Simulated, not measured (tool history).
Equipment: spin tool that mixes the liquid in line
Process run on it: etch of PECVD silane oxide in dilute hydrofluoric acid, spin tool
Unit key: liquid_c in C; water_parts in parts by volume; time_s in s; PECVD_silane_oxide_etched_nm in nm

{"run": 1, "day": 0.0, "liquid_c": 24, "water_parts": 145, "time_s": 15, "PECVD_silane_oxide_etched_nm": 2.1275}
{"run": 2, "day": 0.171, "liquid_c": 24, "water_parts": 145, "time_s": 15, "PECVD_silane_oxide_etched_nm": 2.1012}
{"run": 3, "day": 0.238, "liquid_c": 21, "water_parts": 145, "time_s": 15, "PECVD_silane_oxide_etched_nm": 1.8844}
{"run": 4, "day": 0.392, "liquid_c": 21, "water_parts": 195, "time_s": 15, "PECVD_silane_oxide_etched_nm": 1.3163}
{"run": 5, "day": 0.575, "liquid_c": 21, "water_parts": 195, "time_s": 15, "PECVD_silane_oxide_etched_nm": 1.3316}
{"day": 0.771, "done": "thermometer replaced"}
{"run": 6, "day": 0.771, "liquid_c": 24.5, "water_parts": 155, "time_s": 15, "PECVD_silane_oxide_etched_nm": 2.1122}

The next listed run, before its measurement:
{"run": 7, "day": 0.812, "liquid_c": 27, "water_parts": 135, "time_s": 15, "PECVD_silane_oxide_etched_nm": "?"}

Run 7 came out at PECVD_silane_oxide_etched_nm 2.7341 nm.
